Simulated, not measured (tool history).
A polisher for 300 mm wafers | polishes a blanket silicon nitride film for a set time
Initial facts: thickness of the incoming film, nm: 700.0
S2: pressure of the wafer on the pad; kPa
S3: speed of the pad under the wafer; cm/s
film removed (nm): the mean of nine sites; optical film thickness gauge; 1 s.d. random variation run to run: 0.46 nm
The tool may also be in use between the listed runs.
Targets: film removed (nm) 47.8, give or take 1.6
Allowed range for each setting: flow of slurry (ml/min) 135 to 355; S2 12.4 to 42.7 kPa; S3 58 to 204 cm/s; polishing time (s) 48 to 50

run 1 day=0 | flow_of_slurry_(ml/min)=225 S2=27.6 S3=130 polishing_time_(s)=48 | film_removed_(nm)=102.19
run 2 day=0.233 | flow_of_slurry_(ml/min)=220 S2=24.8 S3=124 polishing_time_(s)=48 | film_removed_(nm)=88.221
run 3 day=0.417 | flow_of_slurry_(ml/min)=220 S2=24.8 S3=110 polishing_time_(s)=48 | film_removed_(nm)=79.626
run 4 day=0.617 | flow_of_slurry_(ml/min)=250 S2=24.8 S3=110 polishing_time_(s)=48 | film_removed_(nm)=81.33
run 5 day=0.979 | flow_of_slurry_(ml/min)=275 S2=24.8 S3=110 polishing_time_(s)=48 | film_removed_(nm)=80.927
run 6 day=1.108 | flow_of_slurry_(ml/min)=275 S2=24.8 S3=110 polishing_time_(s)=48 | film_removed_(nm)=81.476
run 7 day=1.383 | flow_of_slurry_(ml/min)=275 S2=22.1 S3=108 polishing_time_(s)=48 | film_removed_(nm)=70.323
run 8 day=1.638 | flow_of_slurry_(ml/min)=275 S2=20.7 S3=108 polishing_time_(s)=48 | film_removed_(nm)=67.091
run 9 day=1.858 | flow_of_slurry_(ml/min)=275 S2=19.3 S3=108 polishing_time_(s)=48 | film_removed_(nm)=62.639
run 10 day=2.175 | flow_of_slurry_(ml/min)=275 S2=17.9 S3=108 polishing_time_(s)=48 | film_removed_(nm)=58.508
run 11 day=2.321 | flow_of_slurry_(ml/min)=275 S2=17.2 S3=108 polishing_time_(s)=48 | film_removed_(nm)=56.416
run 12 day=2.683 | flow_of_slurry_(ml/min)=275 S2=16.5 S3=108 polishing_time_(s)=48 | film_removed_(nm)=54.477
run 13 day=2.896 | flow_of_slurry_(ml/min)=275 S2=16.5 S3=108 polishing_time_(s)=48 | film_removed_(nm)=54.088
run 14 day=3.017 | flow_of_slurry_(ml/min)=275 S2=15.9 S3=108 polishing_time_(s)=48 | film_removed_(nm)=51.611
run 15 day=3.042 | flow_of_slurry_(ml/min)=270 S2=15.2 S3=108 polishing_time_(s)=48 | film_removed_(nm)=49.883

Below are 5 possible settings for the next run. Only one of them brings all results inside the allowed miss of their targets. Which is it?
run A day=3.067 | flow_of_slurry_(ml/min)=255 S2=16.5 S3=96 polishing_time_(s)=50 | film_removed_(nm)=?
run B day=3.067 | flow_of_slurry_(ml/min)=285 S2=16.5 S3=96 polishing_time_(s)=50 | film_removed_(nm)=?
run C day=3.067 | flow_of_slurry_(ml/min)=290 S2=14.5 S3=118 polishing_time_(s)=48 | film_removed_(nm)=?
run D day=3.067 | flow_of_slurry_(ml/min)=225 S2=16.5 S3=104 polishing_time_(s)=50 | film_removed_(nm)=?
run E day=3.067 | flow_of_slurry_(ml/min)=260 S2=13.8 S3=108 polishing_time_(s)=50 | film_removed_(nm)=?

move=A film_removed_(nm)=50.582
move=B film_removed_(nm)=50.981
move=C film_removed_(nm)=50.925
move=D film_removed_(nm)=53.435
move=E film_removed_(nm)=46.836
A: the biggest miss grows against the last run
B: the biggest miss grows against the last run
C: the biggest miss grows against the last run
D: the biggest miss grows against the last run
E: all results in spec
E meets every target.
